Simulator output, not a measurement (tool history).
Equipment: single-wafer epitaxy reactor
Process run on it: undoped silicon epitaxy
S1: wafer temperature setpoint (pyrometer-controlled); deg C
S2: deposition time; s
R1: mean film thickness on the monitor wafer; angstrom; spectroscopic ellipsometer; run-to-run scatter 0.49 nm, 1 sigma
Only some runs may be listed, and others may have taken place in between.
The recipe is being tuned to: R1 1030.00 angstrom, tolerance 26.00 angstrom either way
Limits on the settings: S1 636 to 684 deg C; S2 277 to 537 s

| run | hour | S1 | S2 | R1 |
|---|---|---|---|---|
| 1 | 0.0 | 660 | 407 | 785.09 |
| 2 | 4.2 | 668 | 407 | 935.50 |
| 3 | 7.5 | 669 | 407 | 963.96 |
| 4 | 13.2 | 679 | 407 | 1197.00 |
| 5 | 20.7 | 684 | 407 | 1332.90 |
| 6 | 26.8 | 680 | 407 | 1229.90 |
| 7 | 33.1 | 679 | 407 | 1209.00 |
| 8 | 36.4 | 678 | 407 | 1174.00 |
| 9 | 37.7 | 677 | 407 | 1159.30 |
| 10 | 39.9 | 676 | 407 | 1124.10 |
| 11 | 48.4 | 671 | 406 | 1000.30 |

Which one of the following 4 next-run settings gets every result inside its allowed miss? There is exactly one.
| A | 56.9 | 673 | 397 | ? |
| B | 56.9 | 667 | 440 | ? |
| C | 56.9 | 660 | 508 | ? |
| D | 56.9 | 672 | 387 | ? |

| move | R1 |
|---|---|
| A | 1020.60 |
| B | 987.92 |
| C | 971.62 |
| D | 972.83 |
A: in spec on every target
B: further off than the last run
C: further off than the last run
D: further off than the last run
Correct choice: A, which meets every target
